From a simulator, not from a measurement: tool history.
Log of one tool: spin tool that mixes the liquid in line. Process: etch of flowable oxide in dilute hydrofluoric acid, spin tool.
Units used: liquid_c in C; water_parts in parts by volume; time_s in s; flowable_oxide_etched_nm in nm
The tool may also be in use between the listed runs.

Run 1, day 0.000: liquid_c 26.0 C, water_parts 65 parts by volume, time_s 50 s. Result: flowable_oxide_etched_nm 52.098 nm.
Run 2, day 0.033: liquid_c 26.0 C, water_parts 65 parts by volume, time_s 55 s. Result: flowable_oxide_etched_nm 57.309 nm.
Run 3, day 0.079: liquid_c 27.5 C, water_parts 65 parts by volume, time_s 55 s. Result: flowable_oxide_etched_nm 60.469 nm.
Run 4, day 0.338: liquid_c 27.5 C, water_parts 65 parts by volume, time_s 50 s. Result: flowable_oxide_etched_nm 54.900 nm.
Run 5, day 0.583: liquid_c 27.5 C, water_parts 75 parts by volume, time_s 50 s. Result: flowable_oxide_etched_nm 46.874 nm.
Run 6, day 0.708: liquid_c 29.0 C, water_parts 65 parts by volume, time_s 50 s. Result: flowable_oxide_etched_nm 58.586 nm.
Run 7, day 0.733: liquid_c 30.5 C, water_parts 60 parts by volume, time_s 50 s. Result: flowable_oxide_etched_nm 68.083 nm.

Run 8, settings as shown, results not yet in. Your forecast:
Run 8, day 0.758: liquid_c 31.5 C, water_parts 60 parts by volume, time_s 50 s. Result: flowable_oxide_etched_nm ?.

{"run 8": {"flowable_oxide_etched_nm": 70.031}}

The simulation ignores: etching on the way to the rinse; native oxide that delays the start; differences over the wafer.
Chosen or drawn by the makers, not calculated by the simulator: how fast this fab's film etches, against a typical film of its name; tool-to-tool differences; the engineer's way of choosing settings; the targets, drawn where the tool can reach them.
